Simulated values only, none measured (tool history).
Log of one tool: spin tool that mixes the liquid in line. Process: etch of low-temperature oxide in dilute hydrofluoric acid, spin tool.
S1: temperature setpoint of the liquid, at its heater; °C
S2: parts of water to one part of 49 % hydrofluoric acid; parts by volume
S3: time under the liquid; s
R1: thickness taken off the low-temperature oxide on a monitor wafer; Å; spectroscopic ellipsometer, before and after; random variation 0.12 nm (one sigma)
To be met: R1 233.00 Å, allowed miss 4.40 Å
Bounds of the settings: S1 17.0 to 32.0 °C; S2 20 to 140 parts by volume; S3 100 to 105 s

{"run": 1, "hour": 0.0, "S1": 24.0, "S2": 75, "S3": 100, "R1": 151.96}
{"run": 2, "hour": 7.8, "S1": 22.0, "S2": 75, "S3": 100, "R1": 140.05}
{"run": 3, "hour": 8.5, "S1": 20.5, "S2": 75, "S3": 100, "R1": 132.84}
{"run": 4, "hour": 16.0, "S1": 18.0, "S2": 75, "S3": 100, "R1": 117.89}
{"run": 5, "hour": 21.5, "S1": 21.0, "S2": 75, "S3": 100, "R1": 134.43}
{"run": 6, "hour": 29.7, "S1": 21.0, "S2": 85, "S3": 100, "R1": 118.13}
{"run": 7, "hour": 30.6, "S1": 22.5, "S2": 85, "S3": 100, "R1": 125.2}
{"run": 8, "hour": 32.2, "S1": 26.5, "S2": 65, "S3": 100, "R1": 195.74}
{"run": 9, "hour": 36.4, "S1": 27.0, "S2": 65, "S3": 100, "R1": 203.13}
{"run": 10, "hour": 38.3, "S1": 27.5, "S2": 65, "S3": 100, "R1": 203.79}
{"run": 11, "hour": 44.5, "S1": 27.5, "S2": 65, "S3": 100, "R1": 205.75}
{"run": 12, "hour": 50.9, "S1": 28.0, "S2": 65, "S3": 100, "R1": 209.82}
{"run": 13, "hour": 59.5, "S1": 28.0, "S2": 65, "S3": 100, "R1": 208.41}

Which of these 4 next moves meets every target?
{"run": "A", "hour": 68.1, "S1": 26.5, "S2": 55, "S3": 105, "R1": "?"}
{"run": "B", "hour": 68.1, "S1": 27.0, "S2": 55, "S3": 105, "R1": "?"}
{"run": "C", "hour": 68.1, "S1": 26.5, "S2": 75, "S3": 105, "R1": "?"}
{"run": "D", "hour": 68.1, "S1": 27.5, "S2": 60, "S3": 105, "R1": "?"}

move=A R1=248.49
move=B R1=253.52
move=C R1=177.27
move=D R1=235.39
A: takes the result that was furthest off past its target
B: takes the result that was furthest off past its target
C: further off than the last run
D: meets every target
Move D is the one to make.

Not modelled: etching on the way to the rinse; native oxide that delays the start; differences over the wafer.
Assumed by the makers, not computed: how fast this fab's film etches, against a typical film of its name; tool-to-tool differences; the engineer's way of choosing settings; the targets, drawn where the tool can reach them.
